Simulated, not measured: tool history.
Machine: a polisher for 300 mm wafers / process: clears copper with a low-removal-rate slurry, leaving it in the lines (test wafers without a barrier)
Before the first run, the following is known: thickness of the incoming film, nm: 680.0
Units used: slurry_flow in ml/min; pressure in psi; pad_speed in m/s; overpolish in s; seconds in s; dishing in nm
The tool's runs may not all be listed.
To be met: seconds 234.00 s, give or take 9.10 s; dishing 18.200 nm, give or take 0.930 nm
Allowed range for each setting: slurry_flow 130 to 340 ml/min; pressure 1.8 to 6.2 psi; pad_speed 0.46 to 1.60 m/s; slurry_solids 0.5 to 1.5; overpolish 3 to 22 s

{"run": 1, "hour": 0.0, "slurry_flow": 220, "pressure": 4.0, "pad_speed": 1.02, "slurry_solids": 1.0, "overpolish": 11, "seconds": 199.86, "dishing": 16.283}
{"run": 2, "hour": 3.4, "slurry_flow": 220, "pressure": 3.8, "pad_speed": 1.02, "slurry_solids": 1.0, "overpolish": 12, "seconds": 205.98, "dishing": 16.335}
{"run": 3, "hour": 8.5, "slurry_flow": 220, "pressure": 3.8, "pad_speed": 1.02, "slurry_solids": 1.0, "overpolish": 9, "seconds": 203.92, "dishing": 14.079}
{"run": 4, "hour": 13.1, "slurry_flow": 220, "pressure": 3.7, "pad_speed": 1.0, "slurry_solids": 1.0, "overpolish": 11, "seconds": 214.49, "dishing": 15.407}
{"run": 5, "hour": 21.5, "slurry_flow": 250, "pressure": 3.7, "pad_speed": 1.0, "slurry_solids": 1.0, "overpolish": 11, "seconds": 210.53, "dishing": 15.48}
{"run": 6, "hour": 23.5, "slurry_flow": 250, "pressure": 3.0, "pad_speed": 1.0, "slurry_solids": 1.0, "overpolish": 11, "seconds": 262.39, "dishing": 13.855}
{"run": 7, "hour": 26.6, "slurry_flow": 250, "pressure": 3.1, "pad_speed": 1.0, "slurry_solids": 1.0, "overpolish": 12, "seconds": 250.79, "dishing": 14.849}
{"run": 8, "hour": 29.6, "slurry_flow": 250, "pressure": 3.2, "pad_speed": 1.0, "slurry_solids": 1.0, "overpolish": 13, "seconds": 243.35, "dishing": 15.765}
{"run": 9, "hour": 36.9, "slurry_flow": 250, "pressure": 3.2, "pad_speed": 1.0, "slurry_solids": 1.0, "overpolish": 14, "seconds": 247.57, "dishing": 16.517}
{"run": 10, "hour": 41.9, "slurry_flow": 255, "pressure": 3.5, "pad_speed": 1.0, "slurry_solids": 1.0, "overpolish": 16, "seconds": 221.29, "dishing": 17.134}

Exercise: of the 4 proposed moves below, exactly one satisfies all targets within the stated allowed misses. Which move is it?
{"run": "A", "hour": 46.9, "slurry_flow": 310, "pressure": 3.8, "pad_speed": 0.84, "slurry_solids": 1.1, "overpolish": 13, "seconds": "?", "dishing": "?"}
{"run": "B", "hour": 46.9, "slurry_flow": 255, "pressure": 3.8, "pad_speed": 1.06, "slurry_solids": 0.9, "overpolish": 13, "seconds": "?", "dishing": "?"}
{"run": "C", "hour": 46.9, "slurry_flow": 275, "pressure": 3.1, "pad_speed": 1.1, "slurry_solids": 0.9, "overpolish": 20, "seconds": "?", "dishing": "?"}
{"run": "D", "hour": 46.9, "slurry_flow": 295, "pressure": 2.9, "pad_speed": 1.08, "slurry_solids": 1.0, "overpolish": 15, "seconds": "?", "dishing": "?"}

move=A seconds=224.88 dishing=15.711
move=B seconds=195.55 dishing=16.604
move=C seconds=226.97 dishing=18.025
move=D seconds=236.61 dishing=16.218
A: further off than the last run
B: further off than the last run
C: every result lands within tolerance
D: the worst result of the last run now meets its target, but another is out of spec
Correct choice: C, which meets every target
